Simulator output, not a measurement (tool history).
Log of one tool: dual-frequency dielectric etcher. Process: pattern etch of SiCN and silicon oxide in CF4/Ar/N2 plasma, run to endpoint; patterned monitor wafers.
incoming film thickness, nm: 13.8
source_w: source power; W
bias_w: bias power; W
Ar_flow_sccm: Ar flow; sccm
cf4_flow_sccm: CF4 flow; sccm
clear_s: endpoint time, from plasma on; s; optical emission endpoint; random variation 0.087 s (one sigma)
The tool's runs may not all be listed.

{"run": 1, "hour": 0.0, "source_w": 540, "bias_w": 74, "Ar_flow_sccm": 99, "cf4_flow_sccm": 50, "clear_s": 14.783}
{"run": 2, "hour": 8.3, "source_w": 540, "bias_w": 74, "Ar_flow_sccm": 99, "cf4_flow_sccm": 46, "clear_s": 14.737}
{"run": 3, "hour": 13.6, "source_w": 540, "bias_w": 64, "Ar_flow_sccm": 99, "cf4_flow_sccm": 46, "clear_s": 15.771}
{"run": 4, "hour": 19.8, "source_w": 540, "bias_w": 52, "Ar_flow_sccm": 99, "cf4_flow_sccm": 46, "clear_s": 16.934}
{"run": 5, "hour": 25.3, "source_w": 580, "bias_w": 52, "Ar_flow_sccm": 99, "cf4_flow_sccm": 46, "clear_s": 16.058}
{"run": 6, "hour": 30.3, "source_w": 580, "bias_w": 47, "Ar_flow_sccm": 99, "cf4_flow_sccm": 46, "clear_s": 16.502}
{"run": 7, "hour": 38.1, "source_w": 600, "bias_w": 48, "Ar_flow_sccm": 98, "cf4_flow_sccm": 46, "clear_s": 15.724}
{"run": 8, "hour": 40.2, "source_w": 620, "bias_w": 49, "Ar_flow_sccm": 98, "cf4_flow_sccm": 46, "clear_s": 15.219}
{"run": 9, "hour": 42.3, "source_w": 640, "bias_w": 50, "Ar_flow_sccm": 98, "cf4_flow_sccm": 46, "clear_s": 14.816}
{"run": 10, "hour": 44.4, "source_w": 660, "bias_w": 51, "Ar_flow_sccm": 97, "cf4_flow_sccm": 46, "clear_s": 14.271}
{"run": 11, "hour": 49.4, "source_w": 670, "bias_w": 52, "Ar_flow_sccm": 97, "cf4_flow_sccm": 46, "clear_s": 13.824}
{"run": 12, "hour": 56.0, "source_w": 680, "bias_w": 52, "Ar_flow_sccm": 97, "cf4_flow_sccm": 46, "clear_s": 13.79}
{"run": 13, "hour": 58.9, "source_w": 690, "bias_w": 53, "Ar_flow_sccm": 97, "cf4_flow_sccm": 46, "clear_s": 13.385}

Forecast run 14:
{"run": 14, "hour": 63.0, "source_w": 700, "bias_w": 53, "Ar_flow_sccm": 97, "cf4_flow_sccm": 46, "clear_s": "?"}

Run 14 gave clear_s 13.349 s.
